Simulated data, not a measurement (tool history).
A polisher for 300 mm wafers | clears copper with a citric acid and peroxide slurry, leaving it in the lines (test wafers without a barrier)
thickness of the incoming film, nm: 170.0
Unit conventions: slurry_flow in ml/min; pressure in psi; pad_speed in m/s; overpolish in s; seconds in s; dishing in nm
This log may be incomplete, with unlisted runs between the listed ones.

Run 1, day 0.000: slurry_flow 160 ml/min, pressure 2.8 psi, pad_speed 0.88 m/s, slurry_solids 1.00, overpolish 12 s. Result: seconds 78.304 s, dishing 17.3790 nm.
Run 2, day 0.346: slurry_flow 160 ml/min, pressure 3.3 psi, pad_speed 0.88 m/s, slurry_solids 1.00, overpolish 12 s. Result: seconds 66.098 s, dishing 19.4540 nm.
Run 3, day 0.533: slurry_flow 160 ml/min, pressure 3.3 psi, pad_speed 0.88 m/s, slurry_solids 1.00, overpolish 9 s. Result: seconds 67.110 s, dishing 15.4440 nm.
Run 4, day 0.833: slurry_flow 160 ml/min, pressure 3.3 psi, pad_speed 0.88 m/s, slurry_solids 0.85, overpolish 9 s. Result: seconds 68.416 s, dishing 14.7720 nm.
Run 5, day 0.992: slurry_flow 160 ml/min, pressure 2.9 psi, pad_speed 0.74 m/s, slurry_solids 0.80, overpolish 8 s. Result: seconds 92.395 s, dishing 9.9489 nm.
Run 6, day 1.150: slurry_flow 160 ml/min, pressure 2.9 psi, pad_speed 0.74 m/s, slurry_solids 1.00, overpolish 8 s. Result: seconds 88.460 s, dishing 10.6430 nm.
Run 7, day 1.417: slurry_flow 160 ml/min, pressure 2.9 psi, pad_speed 0.74 m/s, slurry_solids 1.00, overpolish 8 s. Result: seconds 90.984 s, dishing 10.8730 nm.
Run 8, day 1.612: slurry_flow 160 ml/min, pressure 2.6 psi, pad_speed 0.64 m/s, slurry_solids 0.90, overpolish 7 s. Result: seconds 108.970 s, dishing 7.3642 nm.
Run 9, day 1.867: slurry_flow 150 ml/min, pressure 2.2 psi, pad_speed 0.58 m/s, slurry_solids 0.95, overpolish 8 s. Result: seconds 141.710 s, dishing 6.6709 nm.
Run 10, day 2.025: slurry_flow 150 ml/min, pressure 2.0 psi, pad_speed 0.56 m/s, slurry_solids 0.90, overpolish 8 s. Result: seconds 163.800 s, dishing 5.9037 nm.

Estimate the outcome of run 11 from the log above:
Run 11, day 2.304: slurry_flow 155 ml/min, pressure 1.9 psi, pad_speed 0.56 m/s, slurry_solids 0.90, overpolish 8 s. Result: seconds ?, dishing ?.

seconds: 172.050 s
dishing: 5.6698 nm
